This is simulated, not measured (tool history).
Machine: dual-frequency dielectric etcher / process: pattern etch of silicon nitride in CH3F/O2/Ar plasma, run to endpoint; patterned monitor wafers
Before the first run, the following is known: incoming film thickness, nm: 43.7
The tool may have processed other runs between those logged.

Run 1, day 0.000: source power (W) 420, bias power (W) 99. Result: endpoint time (s) 52.324.
Run 2, day 0.329: source power (W) 440, bias power (W) 103. Result: endpoint time (s) 50.657.
Run 3, day 0.654: source power (W) 460, bias power (W) 106. Result: endpoint time (s) 49.143.
Run 4, day 0.779: source power (W) 530, bias power (W) 106. Result: endpoint time (s) 46.831.
Run 5, day 1.108: source power (W) 490, bias power (W) 106. Result: endpoint time (s) 47.890.
Run 6, day 1.208: source power (W) 490, bias power (W) 92. Result: endpoint time (s) 51.785.

The next listed run, before its measurement:
Run 7, day 1.325: source power (W) 500, bias power (W) 96. Result: endpoint time (s) ?.

endpoint time (s): 50.067

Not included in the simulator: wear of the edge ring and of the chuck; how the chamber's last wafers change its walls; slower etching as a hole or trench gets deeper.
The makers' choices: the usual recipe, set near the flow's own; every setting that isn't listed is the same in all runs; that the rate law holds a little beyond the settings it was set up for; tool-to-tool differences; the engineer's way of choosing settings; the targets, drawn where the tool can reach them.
